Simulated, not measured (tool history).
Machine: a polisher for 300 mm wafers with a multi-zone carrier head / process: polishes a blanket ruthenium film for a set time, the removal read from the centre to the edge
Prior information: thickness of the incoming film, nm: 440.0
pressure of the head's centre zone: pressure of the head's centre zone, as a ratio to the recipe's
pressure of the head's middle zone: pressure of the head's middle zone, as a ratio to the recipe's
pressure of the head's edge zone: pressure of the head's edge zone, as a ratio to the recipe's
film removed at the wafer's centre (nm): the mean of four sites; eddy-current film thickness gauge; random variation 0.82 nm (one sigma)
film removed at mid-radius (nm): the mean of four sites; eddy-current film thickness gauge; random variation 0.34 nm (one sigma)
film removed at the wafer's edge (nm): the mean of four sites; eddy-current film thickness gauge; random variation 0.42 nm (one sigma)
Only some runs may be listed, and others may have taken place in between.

| run | hour | flow of slurry (ml/min) | pressure of the head's centre zone | pressure of the head's middle zone | pressure of the head's edge zone | polishing time (s) | film removed at the wafer's centre (nm) | film removed at mid-radius (nm) | film removed at the wafer's edge (nm) |
|---|---|---|---|---|---|---|---|---|---|
| 1 | 0.0 | 210 | 1.00 | 1.00 | 1.00 | 69 | 100.320 | 102.790 | 100.660 |
| 2 | 8.2 | 200 | 0.98 | 0.97 | 0.98 | 63 | 90.403 | 91.734 | 91.657 |
| 3 | 13.4 | 200 | 0.98 | 0.97 | 0.93 | 63 | 86.177 | 90.558 | 87.715 |
| 4 | 21.1 | 180 | 0.98 | 0.97 | 0.93 | 63 | 86.405 | 89.644 | 87.696 |
| 5 | 29.2 | 175 | 0.97 | 0.94 | 0.91 | 59 | 79.427 | 80.903 | 81.006 |
| 6 | 36.9 | 170 | 0.96 | 0.92 | 0.89 | 56 | 73.974 | 75.948 | 76.209 |
| 7 | 38.0 | 165 | 0.95 | 0.90 | 0.88 | 54 | 69.433 | 70.799 | 71.927 |
| 8 | 40.9 | 160 | 0.95 | 0.88 | 0.87 | 52 | 67.416 | 67.555 | 69.391 |
| 9 | 47.1 | 135 | 0.92 | 0.81 | 0.85 | 42 | 50.509 | 48.092 | 54.733 |

Forecast run 10:
| 10 | 49.0 | 155 | 0.92 | 0.81 | 0.85 | 42 | ? | ? | ? |

film removed at the wafer's centre (nm): 53.809
film removed at mid-radius (nm): 50.040
film removed at the wafer's edge (nm): 55.229
